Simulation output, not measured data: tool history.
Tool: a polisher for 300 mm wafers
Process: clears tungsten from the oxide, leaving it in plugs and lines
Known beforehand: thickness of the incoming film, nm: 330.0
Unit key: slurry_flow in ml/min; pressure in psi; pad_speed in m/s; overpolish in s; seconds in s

run  hour  slurry_flow  pressure  pad_speed  slurry_solids  overpolish  seconds
  1   0.0          285       3.4       0.92            1.0          35   77.770
  2   0.6          335       3.4       0.92            1.0          35   77.584
  3   6.2          310       3.4       0.92            1.0          35   75.472
  4  13.5          310       3.4       0.92            1.0          38   77.647
  5  15.2          310       3.9       0.92            1.0          38   68.628
  6  23.6          310       4.2       0.94            1.0          38   61.286

Expected results for the next run?
  7  30.2          310       4.4       0.94            1.0          38        ?

{"run 7": {"seconds": 57.589}}

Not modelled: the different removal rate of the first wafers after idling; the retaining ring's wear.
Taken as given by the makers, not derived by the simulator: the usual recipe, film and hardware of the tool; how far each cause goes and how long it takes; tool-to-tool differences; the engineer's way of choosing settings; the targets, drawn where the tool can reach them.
